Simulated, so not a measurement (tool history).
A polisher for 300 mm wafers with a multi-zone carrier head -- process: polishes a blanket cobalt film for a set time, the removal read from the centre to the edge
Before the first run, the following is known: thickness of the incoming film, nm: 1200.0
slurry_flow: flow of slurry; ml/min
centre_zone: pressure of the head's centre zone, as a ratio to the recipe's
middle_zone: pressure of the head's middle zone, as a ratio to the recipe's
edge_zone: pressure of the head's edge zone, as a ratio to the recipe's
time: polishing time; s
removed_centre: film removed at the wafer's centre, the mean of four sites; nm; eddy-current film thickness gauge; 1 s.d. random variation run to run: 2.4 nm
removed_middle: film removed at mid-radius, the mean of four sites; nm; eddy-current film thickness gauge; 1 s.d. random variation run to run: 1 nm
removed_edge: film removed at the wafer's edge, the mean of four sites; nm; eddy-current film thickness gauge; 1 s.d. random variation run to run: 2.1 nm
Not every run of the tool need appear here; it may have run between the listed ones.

run,day,slurry_flow,centre_zone,middle_zone,edge_zone,time,removed_centre,removed_middle,removed_edge
1,0.000,305,1.00,1.00,1.00,44,189.80,204.26,216.19
2,0.133,300,1.02,0.96,0.97,42,184.19,188.55,205.35
3,0.354,300,0.94,0.96,0.97,42,173.24,191.89,202.84
4,0.704,300,0.94,0.96,1.01,42,171.76,189.45,210.10
5,0.896,300,0.94,0.96,1.01,37,151.01,166.90,180.67
6,1.058,300,0.94,0.96,1.01,47,191.74,212.00,236.22
7,1.233,300,0.98,0.93,0.98,44,185.75,192.17,212.78
8,1.512,300,1.00,0.90,0.96,42,185.54,177.90,199.33

Predict the results of run 9:
9,1.579,295,1.00,0.88,0.95,41,?,?,?

For run 9 the tool returned removed_centre 177.23 nm, removed_middle 171.52 nm, removed_edge 192.89 nm.
